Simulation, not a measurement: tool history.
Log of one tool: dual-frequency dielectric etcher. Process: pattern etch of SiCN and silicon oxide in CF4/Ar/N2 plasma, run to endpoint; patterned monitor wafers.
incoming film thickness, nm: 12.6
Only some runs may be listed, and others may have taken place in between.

run,hour,source power (W),bias power (W),Ar flow (sccm),CF4 flow (sccm),endpoint time (s)
1,0,540,61,75,62,12.673
2,7.9,490,59,76,61,14.575
3,13.2,460,59,76,61,15.598
4,16.9,460,65,76,61,15.121
5,21.8,440,65,76,61,15.96
6,25.2,420,65,76,61,16.955

For run 7, what comes out?
7,29.8,410,65,76,61,?

Run 7 produced endpoint time (s) 17.428.
